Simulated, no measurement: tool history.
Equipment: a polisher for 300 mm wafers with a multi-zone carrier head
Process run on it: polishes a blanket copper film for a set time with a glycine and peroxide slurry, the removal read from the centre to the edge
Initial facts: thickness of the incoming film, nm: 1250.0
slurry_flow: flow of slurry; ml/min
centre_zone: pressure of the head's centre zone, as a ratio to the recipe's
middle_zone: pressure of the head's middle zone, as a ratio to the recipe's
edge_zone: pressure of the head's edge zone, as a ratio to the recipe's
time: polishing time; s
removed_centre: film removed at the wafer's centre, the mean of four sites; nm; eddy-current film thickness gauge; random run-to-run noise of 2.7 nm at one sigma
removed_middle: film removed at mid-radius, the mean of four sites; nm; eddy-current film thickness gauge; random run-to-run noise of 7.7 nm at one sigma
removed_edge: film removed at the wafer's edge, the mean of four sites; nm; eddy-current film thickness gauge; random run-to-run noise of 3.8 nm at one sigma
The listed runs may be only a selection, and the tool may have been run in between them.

| run | day | slurry_flow | centre_zone | middle_zone | edge_zone | time | removed_centre | removed_middle | removed_edge |
|---|---|---|---|---|---|---|---|---|---|
| 1 | 0.000 | 275 | 1.00 | 1.00 | 1.00 | 56 | 512.22 | 517.09 | 519.37 |
| 2 | 0.300 | 275 | 1.00 | 1.00 | 1.05 | 56 | 514.91 | 509.09 | 532.79 |
| 3 | 0.596 | 275 | 1.00 | 1.00 | 1.05 | 42 | 381.22 | 374.53 | 399.84 |
| 4 | 0.633 | 275 | 1.00 | 1.00 | 1.11 | 42 | 378.50 | 395.22 | 416.32 |
| 5 | 0.792 | 275 | 1.08 | 1.00 | 1.11 | 42 | 409.60 | 386.44 | 404.98 |
| 6 | 0.846 | 280 | 1.07 | 1.03 | 1.12 | 43 | 421.25 | 404.82 | 425.86 |
| 7 | 0.879 | 325 | 0.97 | 1.13 | 1.02 | 51 | 457.70 | 533.97 | 480.62 |
| 8 | 1.192 | 320 | 0.96 | 1.13 | 1.02 | 51 | 448.17 | 533.08 | 484.87 |
| 9 | 1.233 | 315 | 0.95 | 1.13 | 1.02 | 51 | 444.79 | 529.98 | 484.34 |
| 10 | 1.304 | 315 | 0.94 | 1.13 | 1.02 | 51 | 444.88 | 526.19 | 481.79 |

What does the tool deliver on the next run?
| 11 | 1.517 | 315 | 0.94 | 1.13 | 1.02 | 51 | ? | ? | ? |

removed_centre: 440.62 nm
removed_middle: 539.73 nm
removed_edge: 486.14 nm
